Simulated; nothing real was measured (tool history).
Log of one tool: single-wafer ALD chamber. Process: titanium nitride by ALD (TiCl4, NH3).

| run | hour | heater temperature setpoint (deg C) | number of ALD cycles (cycles) | NH3 pulse time (s) | mean film thickness on the monitor wafer (Å) |
|---|---|---|---|---|---|
| 1 | 0.0 | 390 | 74 | 2.13 | 15.647 |
| 2 | 5.6 | 390 | 71 | 2.13 | 14.971 |
| 3 | 11.0 | 390 | 74 | 2.13 | 15.666 |
| 4 | 18.4 | 390 | 74 | 2.53 | 15.723 |
| 5 | 26.7 | 390 | 74 | 2.09 | 15.544 |
| 6 | 32.9 | 389 | 73 | 1.98 | 15.343 |
| 7 | 36.1 | 388 | 73 | 1.87 | 15.308 |
| 8 | 37.6 | 387 | 73 | 1.76 | 15.251 |
| 9 | 45.3 | 387 | 73 | 1.76 | 15.273 |
| 10 | 48.0 | 386 | 73 | 1.65 | 15.228 |

Run 11, settings as shown, results not yet in. Your forecast:
| 11 | 54.6 | 385 | 73 | 1.56 | ? |

mean film thickness on the monitor wafer (Å): 15.205

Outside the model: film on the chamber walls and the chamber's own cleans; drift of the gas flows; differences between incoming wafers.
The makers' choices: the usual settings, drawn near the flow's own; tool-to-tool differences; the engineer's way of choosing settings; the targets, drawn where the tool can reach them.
